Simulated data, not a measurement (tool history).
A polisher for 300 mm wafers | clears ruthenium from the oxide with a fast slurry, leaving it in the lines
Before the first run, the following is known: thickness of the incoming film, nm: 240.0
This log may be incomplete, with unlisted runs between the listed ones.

| run | hour | flow of slurry (ml/min) | pressure of the wafer on the pad (psi) | speed of the pad under the wafer (m/s) | abrasive content of the slurry | overpolish time after the end point (s) | time until the end point was called (s) | dishing of a wide line in a test structure (nm) |
|---|---|---|---|---|---|---|---|---|
| 1 | 0.0 | 145 | 2.1 | 1.00 | 1.0 | 20 | 63.755 | 70.218 |
| 2 | 3.0 | 145 | 2.1 | 1.00 | 1.0 | 13 | 63.722 | 46.886 |
| 3 | 11.9 | 145 | 2.4 | 1.02 | 1.0 | 16 | 56.131 | 62.642 |
| 4 | 15.9 | 145 | 2.4 | 0.82 | 1.0 | 16 | 67.903 | 50.389 |
| 5 | 20.2 | 145 | 2.6 | 0.92 | 1.0 | 18 | 56.109 | 65.268 |
| 6 | 25.4 | 145 | 2.8 | 0.98 | 1.0 | 20 | 49.636 | 82.167 |

The next listed run, before its measurement:
| 7 | 30.2 | 150 | 2.9 | 1.02 | 1.0 | 21 | ? | ? |

Run 7 measured time until the end point was called (s) 45.874, dishing of a wide line in a test structure (nm) 91.501.

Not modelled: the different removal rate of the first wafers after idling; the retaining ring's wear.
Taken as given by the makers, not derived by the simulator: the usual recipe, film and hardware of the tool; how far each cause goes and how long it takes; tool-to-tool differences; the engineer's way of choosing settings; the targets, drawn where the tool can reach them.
